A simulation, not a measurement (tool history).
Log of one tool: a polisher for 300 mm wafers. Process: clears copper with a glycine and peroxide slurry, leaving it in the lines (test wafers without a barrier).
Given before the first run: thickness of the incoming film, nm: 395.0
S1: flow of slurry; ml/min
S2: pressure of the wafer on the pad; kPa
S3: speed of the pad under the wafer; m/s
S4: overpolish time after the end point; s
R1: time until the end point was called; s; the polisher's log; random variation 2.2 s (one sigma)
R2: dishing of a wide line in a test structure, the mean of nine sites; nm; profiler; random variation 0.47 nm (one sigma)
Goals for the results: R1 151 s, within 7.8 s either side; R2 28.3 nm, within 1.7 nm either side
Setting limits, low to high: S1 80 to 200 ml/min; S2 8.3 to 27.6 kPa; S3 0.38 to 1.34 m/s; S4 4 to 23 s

run	hour	S1	S2	S3	S4	R1	R2
1	0	130	17.9	0.86	12	90.008	39.51
2	4.9	145	17.9	0.86	12	88.589	39.392
3	6.9	145	15.9	0.86	12	99.408	35.575
4	11.5	130	15.9	0.86	12	101.28	36.188
5	12.6	125	13.8	0.86	12	110.03	33.006
6	18.8	125	12.4	0.84	13	122.24	32.733
7	23	125	11	0.84	13	131.89	29.628
8	28.3	125	10.3	0.84	13	138.27	27.868

Pick the move, out of 5, that brings all results within their allowed miss; only one does.
A	33.6	130	11	0.82	13	?	?
B	33.6	125	13.1	0.92	10	?	?
C	33.6	110	11	0.96	12	?	?
D	33.6	110	10.3	0.98	11	?	?
E	33.6	130	13.1	0.5	14	?	?

move	R1	R2
A	132.63	29.428
B	110.08	27.555
C	123.52	29.1
D	127.76	26.079
E	152.35	28.151
A: its largest miss is bigger than the last run's
B: its largest miss is bigger than the last run's
C: its largest miss is bigger than the last run's
D: its largest miss is bigger than the last run's
E: all results in spec
E meets every target.

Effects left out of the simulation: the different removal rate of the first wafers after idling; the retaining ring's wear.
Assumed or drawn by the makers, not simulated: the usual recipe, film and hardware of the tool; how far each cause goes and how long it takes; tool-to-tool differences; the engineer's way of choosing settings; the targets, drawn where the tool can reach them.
